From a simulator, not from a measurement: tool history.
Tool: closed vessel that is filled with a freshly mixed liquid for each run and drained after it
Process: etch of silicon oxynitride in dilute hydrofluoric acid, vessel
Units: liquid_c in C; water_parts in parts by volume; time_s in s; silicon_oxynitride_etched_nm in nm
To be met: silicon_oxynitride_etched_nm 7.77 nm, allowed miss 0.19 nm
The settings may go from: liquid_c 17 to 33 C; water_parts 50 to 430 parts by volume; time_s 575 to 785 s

{"run": 1, "day": 0.0, "liquid_c": 25, "water_parts": 240, "time_s": 785, "silicon_oxynitride_etched_nm": 13.247}
{"run": 2, "day": 0.083, "liquid_c": 28.5, "water_parts": 240, "time_s": 785, "silicon_oxynitride_etched_nm": 15.384}
{"run": 3, "day": 0.146, "liquid_c": 25.5, "water_parts": 250, "time_s": 785, "silicon_oxynitride_etched_nm": 12.859}
{"run": 4, "day": 0.208, "liquid_c": 23.5, "water_parts": 260, "time_s": 785, "silicon_oxynitride_etched_nm": 11.167}
{"run": 5, "day": 0.358, "liquid_c": 22, "water_parts": 265, "time_s": 785, "silicon_oxynitride_etched_nm": 10.27}
{"run": 6, "day": 0.454, "liquid_c": 19, "water_parts": 265, "time_s": 785, "silicon_oxynitride_etched_nm": 9.0299}
{"run": 7, "day": 0.796, "liquid_c": 19, "water_parts": 265, "time_s": 785, "silicon_oxynitride_etched_nm": 8.9996}
{"run": 8, "day": 0.954, "liquid_c": 18.5, "water_parts": 270, "time_s": 785, "silicon_oxynitride_etched_nm": 8.5748}

4 next moves are on the table. One of them brings every result within its allowed miss. Which?
{"run": "A", "day": 1.112, "liquid_c": 19, "water_parts": 290, "time_s": 785, "silicon_oxynitride_etched_nm": "?"}
{"run": "B", "day": 1.112, "liquid_c": 20.5, "water_parts": 300, "time_s": 690, "silicon_oxynitride_etched_nm": "?"}
{"run": "C", "day": 1.112, "liquid_c": 17.5, "water_parts": 215, "time_s": 575, "silicon_oxynitride_etched_nm": "?"}
{"run": "D", "day": 1.112, "liquid_c": 18.5, "water_parts": 265, "time_s": 750, "silicon_oxynitride_etched_nm": "?"}

move=A silicon_oxynitride_etched_nm=8.0921
move=B silicon_oxynitride_etched_nm=7.3073
move=C silicon_oxynitride_etched_nm=7.7966
move=D silicon_oxynitride_etched_nm=8.3929
A: nearer than the last run, and not there yet
B: takes the result that was furthest off past its target
C: meets every target
D: nearer than the last run, and not there yet
Answer: C

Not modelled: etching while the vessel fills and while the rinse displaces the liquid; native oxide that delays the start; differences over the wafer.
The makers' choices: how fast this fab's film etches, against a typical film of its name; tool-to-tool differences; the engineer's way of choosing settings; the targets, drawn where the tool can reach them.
